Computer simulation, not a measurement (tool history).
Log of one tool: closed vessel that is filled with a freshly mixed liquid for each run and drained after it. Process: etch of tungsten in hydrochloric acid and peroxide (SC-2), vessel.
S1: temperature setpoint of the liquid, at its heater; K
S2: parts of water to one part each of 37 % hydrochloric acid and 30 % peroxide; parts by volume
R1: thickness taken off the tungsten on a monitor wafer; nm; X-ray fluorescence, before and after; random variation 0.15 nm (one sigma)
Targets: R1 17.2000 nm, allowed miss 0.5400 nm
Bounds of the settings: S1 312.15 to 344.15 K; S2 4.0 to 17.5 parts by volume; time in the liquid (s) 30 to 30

Run 1, day 0.000: S1 328.15 K, S2 9.5 parts by volume, time in the liquid (s) 30. Result: R1 11.6790 nm.
Run 2, day 0.296: S1 328.65 K, S2 9.5 parts by volume, time in the liquid (s) 30. Result: R1 11.9940 nm.
Run 3, day 0.338: S1 324.65 K, S2 9.5 parts by volume, time in the liquid (s) 30. Result: R1 9.2362 nm.
Run 4, day 0.612: S1 325.65 K, S2 9.5 parts by volume, time in the liquid (s) 30. Result: R1 9.7706 nm.
Run 5, day 0.646: S1 325.65 K, S2 11.0 parts by volume, time in the liquid (s) 30. Result: R1 8.5821 nm.
Run 6, day 0.954: S1 319.65 K, S2 11.0 parts by volume, time in the liquid (s) 30. Result: R1 5.7126 nm.
Run 7, day 1.062: S1 321.65 K, S2 11.0 parts by volume, time in the liquid (s) 30. Result: R1 6.6856 nm.
Run 8, day 1.417: S1 321.65 K, S2 11.0 parts by volume, time in the liquid (s) 30. Result: R1 6.6432 nm.
Run 9, day 1.462: S1 323.15 K, S2 11.0 parts by volume, time in the liquid (s) 30. Result: R1 7.3070 nm.
Run 10, day 1.683: S1 324.65 K, S2 11.0 parts by volume, time in the liquid (s) 30. Result: R1 8.0365 nm.
At day 2.042: new drum of peroxide connected.
Run 11, day 2.042: S1 326.15 K, S2 11.0 parts by volume, time in the liquid (s) 30. Result: R1 9.3292 nm.
Run 12, day 2.375: S1 327.15 K, S2 11.0 parts by volume, time in the liquid (s) 30. Result: R1 9.9816 nm.
Run 13, day 2.650: S1 328.15 K, S2 11.0 parts by volume, time in the liquid (s) 30. Result: R1 10.4090 nm.
Run 14, day 2.917: S1 329.15 K, S2 11.0 parts by volume, time in the liquid (s) 30. Result: R1 11.2410 nm.
Run 15, day 3.150: S1 329.65 K, S2 11.0 parts by volume, time in the liquid (s) 30. Result: R1 11.6890 nm.
Run 16, day 3.396: S1 330.15 K, S2 11.0 parts by volume, time in the liquid (s) 30. Result: R1 12.1100 nm.
Run 17, day 3.546: S1 330.65 K, S2 11.0 parts by volume, time in the liquid (s) 30. Result: R1 12.4280 nm.
Run 18, day 3.775: S1 331.15 K, S2 11.0 parts by volume, time in the liquid (s) 30. Result: R1 12.8190 nm.
Run 19, day 3.971: S1 331.65 K, S2 11.0 parts by volume, time in the liquid (s) 30. Result: R1 13.3590 nm.
Run 20, day 4.308: S1 332.15 K, S2 11.0 parts by volume, time in the liquid (s) 30. Result: R1 13.6030 nm.
Run 21, day 4.354: S1 332.65 K, S2 11.0 parts by volume, time in the liquid (s) 30. Result: R1 14.3720 nm.

Which of these 4 next moves meets every target?
Run A, day 4.400: S1 335.15 K, S2 9.5 parts by volume, time in the liquid (s) 30. Result: R1 ?.
Run B, day 4.400: S1 329.15 K, S2 11.5 parts by volume, time in the liquid (s) 30. Result: R1 ?.
Run C, day 4.400: S1 327.65 K, S2 10.5 parts by volume, time in the liquid (s) 30. Result: R1 ?.
Run D, day 4.400: S1 335.65 K, S2 11.0 parts by volume, time in the liquid (s) 30. Result: R1 ?.

move       R1
   A  18.6400
   B  10.8730
   C  10.6590
   D  17.0080
A: takes the result that was furthest off past its target
B: further off than the last run
C: further off than the last run
D: meets every target
The right move is D.

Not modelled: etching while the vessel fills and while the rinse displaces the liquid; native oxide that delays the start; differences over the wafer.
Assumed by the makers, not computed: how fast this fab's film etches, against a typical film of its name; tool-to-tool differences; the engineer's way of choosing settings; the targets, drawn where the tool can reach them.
